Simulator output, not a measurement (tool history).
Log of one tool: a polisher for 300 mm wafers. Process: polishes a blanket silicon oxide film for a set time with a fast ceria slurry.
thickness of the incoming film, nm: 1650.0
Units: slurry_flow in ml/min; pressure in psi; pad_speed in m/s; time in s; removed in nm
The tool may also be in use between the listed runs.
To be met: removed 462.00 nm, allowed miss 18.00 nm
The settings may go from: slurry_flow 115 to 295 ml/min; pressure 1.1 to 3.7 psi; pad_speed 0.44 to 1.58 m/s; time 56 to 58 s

run,hour,slurry_flow,pressure,pad_speed,time,removed
1,0.0,190,2.4,1.00,56,701.22
2,4.2,190,2.3,1.00,56,660.05
3,9.6,190,2.7,1.00,56,752.56
4,12.9,230,2.7,1.00,56,792.80
5,19.8,230,2.5,1.00,56,744.11
6,24.2,230,2.5,1.00,58,765.08
7,32.0,230,2.4,1.00,58,741.95
8,34.6,230,2.3,1.00,58,722.98
9,38.1,230,2.2,1.00,58,680.39

4 next moves are on the table. One of them brings every result within its allowed miss. Which?
A,41.6,215,1.8,0.84,58,?
B,41.6,200,2.0,0.80,56,?
C,41.6,250,1.4,0.94,56,?
D,41.6,225,1.8,0.82,56,?

move,removed
A,513.77
B,512.67
C,459.93
D,490.66
A: nearer than the last run, and not there yet
B: nearer than the last run, and not there yet
C: meets every target
D: nearer than the last run, and not there yet
The right move is C.
